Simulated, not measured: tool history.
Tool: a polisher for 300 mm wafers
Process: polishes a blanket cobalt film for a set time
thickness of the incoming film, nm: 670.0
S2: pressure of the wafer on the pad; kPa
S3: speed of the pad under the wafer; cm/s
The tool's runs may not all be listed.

run 1 day=0.000 | flow_of_slurry_(ml/min)=300 S2=12.4 S3=112 polishing_time_(s)=42 | film_removed_(nm)=227.71
run 2 day=0.362 | flow_of_slurry_(ml/min)=300 S2=11.7 S3=112 polishing_time_(s)=42 | film_removed_(nm)=214.79
run 3 day=0.546 | flow_of_slurry_(ml/min)=300 S2=11.0 S3=112 polishing_time_(s)=42 | film_removed_(nm)=202.90
run 4 day=0.775 | flow_of_slurry_(ml/min)=300 S2=11.0 S3=130 polishing_time_(s)=42 | film_removed_(nm)=230.49
run 5 day=0.867 | flow_of_slurry_(ml/min)=300 S2=12.4 S3=130 polishing_time_(s)=42 | film_removed_(nm)=264.46
run 6 day=1.108 | flow_of_slurry_(ml/min)=250 S2=12.4 S3=130 polishing_time_(s)=42 | film_removed_(nm)=258.95

Forecast run 7:
run 7 day=1.446 | flow_of_slurry_(ml/min)=225 S2=9.0 S3=128 polishing_time_(s)=42 | film_removed_(nm)=?

{"run 7": {"film removed (nm)": 184.11}}

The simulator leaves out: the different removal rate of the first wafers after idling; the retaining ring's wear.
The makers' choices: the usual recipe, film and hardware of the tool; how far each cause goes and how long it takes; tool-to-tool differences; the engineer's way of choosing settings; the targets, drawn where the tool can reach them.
